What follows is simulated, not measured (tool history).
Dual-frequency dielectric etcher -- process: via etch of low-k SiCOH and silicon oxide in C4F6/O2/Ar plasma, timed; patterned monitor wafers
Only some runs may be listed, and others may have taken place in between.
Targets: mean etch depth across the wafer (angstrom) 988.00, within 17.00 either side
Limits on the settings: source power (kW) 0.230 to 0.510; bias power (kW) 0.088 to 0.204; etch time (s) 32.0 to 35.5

run,day,source power (kW),bias power (kW),etch time (s),mean etch depth across the wafer (angstrom)
1,0.000,0.370,0.146,35.5,908.58
2,0.279,0.380,0.147,35.5,910.23
3,0.567,0.400,0.149,35.5,942.50
4,0.621,0.400,0.149,35.5,941.84
5,0.725,0.400,0.132,35.5,911.07
6,0.925,0.410,0.133,35.5,922.45
7,1.162,0.420,0.134,35.5,933.89
8,1.450,0.430,0.135,35.5,947.11
9,1.729,0.440,0.135,35.5,951.47
10,1.900,0.450,0.136,35.5,966.17

5 next moves are on the table. One of them brings every result within its allowed miss. Which?
A,2.071,0.480,0.156,32.5,?
B,2.071,0.470,0.152,33.5,?
C,2.071,0.460,0.188,35.5,?
D,2.071,0.460,0.150,34.0,?
E,2.071,0.470,0.152,35.0,?

move,mean etch depth across the wafer (angstrom)
A,935.80
B,951.05
C,1052.80
D,954.40
E,993.64
A: its largest miss is bigger than the last run's
B: its largest miss is bigger than the last run's
C: the result that was furthest off in the last run now lies on the other side of its target
D: its largest miss is bigger than the last run's
E: hits every target within its allowed miss
The move that meets every target is E.

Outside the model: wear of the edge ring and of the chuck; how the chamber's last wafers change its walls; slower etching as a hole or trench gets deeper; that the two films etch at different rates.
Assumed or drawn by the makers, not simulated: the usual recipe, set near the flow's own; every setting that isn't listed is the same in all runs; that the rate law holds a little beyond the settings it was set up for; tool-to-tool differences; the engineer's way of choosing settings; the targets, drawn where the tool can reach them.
